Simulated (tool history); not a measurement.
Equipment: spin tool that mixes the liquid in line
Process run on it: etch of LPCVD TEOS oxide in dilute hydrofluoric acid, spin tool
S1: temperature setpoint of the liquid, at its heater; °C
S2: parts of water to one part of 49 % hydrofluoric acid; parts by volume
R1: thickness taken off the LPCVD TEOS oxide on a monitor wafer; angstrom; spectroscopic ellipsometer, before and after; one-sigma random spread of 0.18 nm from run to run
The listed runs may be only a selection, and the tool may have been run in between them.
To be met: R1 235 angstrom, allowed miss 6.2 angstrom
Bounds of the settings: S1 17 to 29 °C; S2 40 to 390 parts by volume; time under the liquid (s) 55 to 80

Run 1, hour 0: S1 21 °C, S2 215 parts by volume, time under the liquid (s) 80. Result: R1 110.26 angstrom.
Run 2, hour 1.7: S1 21 °C, S2 255 parts by volume, time under the liquid (s) 80. Result: R1 89.192 angstrom.
Run 3, hour 3.2: S1 22.5 °C, S2 225 parts by volume, time under the liquid (s) 80. Result: R1 109.33 angstrom.
Run 4, hour 5.4: S1 24 °C, S2 200 parts by volume, time under the liquid (s) 80. Result: R1 134.41 angstrom.
Run 5, hour 11.1: S1 25 °C, S2 185 parts by volume, time under the liquid (s) 80. Result: R1 154.67 angstrom.
Run 6, hour 18.6: S1 26 °C, S2 175 parts by volume, time under the liquid (s) 80. Result: R1 169.4 angstrom.
Run 7, hour 21.9: S1 26.5 °C, S2 165 parts by volume, time under the liquid (s) 80. Result: R1 184.42 angstrom.
Run 8, hour 25.9: S1 27 °C, S2 160 parts by volume, time under the liquid (s) 80. Result: R1 193.82 angstrom.
Run 9, hour 29: S1 27.5 °C, S2 155 parts by volume, time under the liquid (s) 80. Result: R1 205.94 angstrom.
Run 10, hour 35.8: S1 28 °C, S2 150 parts by volume, time under the liquid (s) 80. Result: R1 219.17 angstrom.
Run 11, hour 39.6: S1 28.5 °C, S2 150 parts by volume, time under the liquid (s) 80. Result: R1 221.46 angstrom.

Consider the 4 candidate settings below. Which is the only one whose results all fall within their allowed miss of target?
Run A, hour 43.4: S1 27.5 °C, S2 140 parts by volume, time under the liquid (s) 80. Result: R1 ?.
Run B, hour 43.4: S1 25 °C, S2 115 parts by volume, time under the liquid (s) 60. Result: R1 ?.
Run C, hour 43.4: S1 27.5 °C, S2 150 parts by volume, time under the liquid (s) 80. Result: R1 ?.
Run D, hour 43.4: S1 29 °C, S2 140 parts by volume, time under the liquid (s) 80. Result: R1 ?.

move      R1
   A  234.65
   B  200.98
   C  216.29
   D     248
A: meets every target
B: the biggest miss grows against the last run
C: the biggest miss grows against the last run
D: takes the biggest miss from the last run beyond its target
A is the move that brings every result within its allowed miss.
